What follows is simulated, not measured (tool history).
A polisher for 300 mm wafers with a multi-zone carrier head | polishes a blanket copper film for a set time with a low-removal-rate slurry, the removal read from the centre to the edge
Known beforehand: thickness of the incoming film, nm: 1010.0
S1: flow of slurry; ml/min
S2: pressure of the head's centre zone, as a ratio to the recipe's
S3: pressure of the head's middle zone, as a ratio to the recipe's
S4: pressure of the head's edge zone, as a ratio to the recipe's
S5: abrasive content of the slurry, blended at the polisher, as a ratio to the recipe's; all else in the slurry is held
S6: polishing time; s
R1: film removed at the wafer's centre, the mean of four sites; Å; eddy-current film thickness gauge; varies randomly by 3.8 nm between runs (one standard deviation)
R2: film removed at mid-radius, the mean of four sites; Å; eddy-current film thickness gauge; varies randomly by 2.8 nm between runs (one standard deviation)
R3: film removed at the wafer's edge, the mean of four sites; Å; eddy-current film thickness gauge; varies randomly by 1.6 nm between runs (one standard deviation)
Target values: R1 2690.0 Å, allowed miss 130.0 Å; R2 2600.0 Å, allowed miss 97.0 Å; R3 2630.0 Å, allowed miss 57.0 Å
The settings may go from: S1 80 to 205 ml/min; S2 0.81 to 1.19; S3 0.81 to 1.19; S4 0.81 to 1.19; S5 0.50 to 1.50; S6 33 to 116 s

run  hour   S1    S2    S3    S4    S5  S6      R1      R2      R3
  1   0.0  135  1.00  1.00  1.00  1.00  74  2039.5  2074.9  2077.7
  2   1.4  135  1.00  1.00  1.00  0.85  74  1988.2  2090.7  1990.9
  3   2.1  110  1.00  1.00  1.00  0.85  74  1875.2  1935.9  1955.8
  4   4.7  125  1.02  1.01  1.03  0.95  75  1979.2  2088.2  2085.4
  5  10.4  125  1.02  1.01  1.03  0.85  75  2040.8  2079.0  2036.4
  6  14.7  140  1.04  1.01  1.06  0.95  75  2114.9  2144.3  2129.2
  7  23.6  150  1.06  1.02  1.08  1.05  76  2334.0  2242.3  2229.6
  8  31.1  160  1.05  1.03  1.10  1.15  76  2350.1  2308.6  2290.0
  9  38.6  165  1.05  1.03  1.11  1.20  77  2392.2  2385.3  2338.3
 10  44.7  165  1.05  1.03  1.12  1.25  78  2416.6  2414.7  2403.5
 11  47.1  170  1.06  1.03  1.13  1.30  78  2524.3  2430.5  2436.9
 12  48.9  175  1.06  1.03  1.14  1.35  78  2511.9  2501.5  2447.9
 13  52.7  175  1.06  1.02  1.15  1.35  79  2467.9  2455.1  2484.6
 14  61.2  175  1.06  1.02  1.15  1.35  79  2486.5  2488.7  2501.0
 15  68.7  180  1.07  1.02  1.16  1.35  79  2619.9  2486.8  2541.2
 16  69.7  185  1.07  1.02  1.17  1.35  79  2575.7  2498.2  2547.3

Exactly one of the 4 candidate moves below puts every result within its allowed miss. Which one?
  A  70.7  190  1.03  1.07  1.15  1.30  79   ?   ?   ?
  B  70.7  200  1.05  1.05  1.19  1.45  73   ?   ?   ?
  C  70.7  200  1.19  0.95  1.19  1.35  77   ?   ?   ?
  D  70.7  200  1.06  1.01  1.14  1.30  82   ?   ?   ?

move      R1      R2      R3
   A  2431.7  2608.3  2508.6
   B  2352.1  2433.0  2404.9
   C  2778.5  2328.4  2509.6
   D  2618.3  2596.4  2611.7
A: the biggest miss grows against the last run
B: the biggest miss grows against the last run
C: the biggest miss grows against the last run
D: meets every target
Go with D: it meets all targets.
